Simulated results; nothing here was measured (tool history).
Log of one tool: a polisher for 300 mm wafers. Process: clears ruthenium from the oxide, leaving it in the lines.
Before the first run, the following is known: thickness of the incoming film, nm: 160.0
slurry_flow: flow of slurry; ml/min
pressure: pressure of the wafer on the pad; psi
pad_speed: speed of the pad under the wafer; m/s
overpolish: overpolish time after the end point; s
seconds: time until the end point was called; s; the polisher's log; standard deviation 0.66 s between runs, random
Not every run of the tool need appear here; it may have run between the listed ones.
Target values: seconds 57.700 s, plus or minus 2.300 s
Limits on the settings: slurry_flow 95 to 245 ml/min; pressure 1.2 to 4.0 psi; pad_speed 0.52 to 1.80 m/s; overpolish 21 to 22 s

run,day,slurry_flow,pressure,pad_speed,overpolish,seconds
1,0.000,155,2.6,1.16,21,99.954
2,0.212,155,2.6,1.16,21,99.206
3,0.296,155,2.6,0.90,21,124.390
4,0.388,155,2.6,0.90,21,129.960
5,0.658,155,2.6,0.90,21,127.010
6,0.783,155,2.0,0.90,21,150.840
7,0.850,160,2.6,1.00,21,114.060
8,1.075,170,3.0,1.06,21,98.336
9,1.267,170,3.3,1.14,21,84.935
10,1.492,170,3.5,1.20,21,76.434
11,1.808,170,3.6,1.24,21,75.450
12,2.158,175,3.7,1.30,21,68.496
13,2.525,175,3.8,1.34,21,65.325
14,2.700,175,3.9,1.36,21,63.474
15,2.829,175,3.9,1.38,21,60.479
16,3.125,180,4.0,1.38,21,60.834
17,3.217,180,4.0,1.38,21,60.280

Of the 4 settings listed for the next run, only one would bring every result within its allowed miss of target. Which one?
A,3.308,210,3.9,1.28,22,?
B,3.308,195,3.9,1.48,22,?
C,3.308,175,3.8,1.38,21,?
D,3.308,190,4.0,1.24,22,?

move,seconds
A,66.307
B,58.081
C,64.292
D,67.940
A: its largest miss is bigger than the last run's
B: meets every target
C: its largest miss is bigger than the last run's
D: its largest miss is bigger than the last run's
The right move is B.
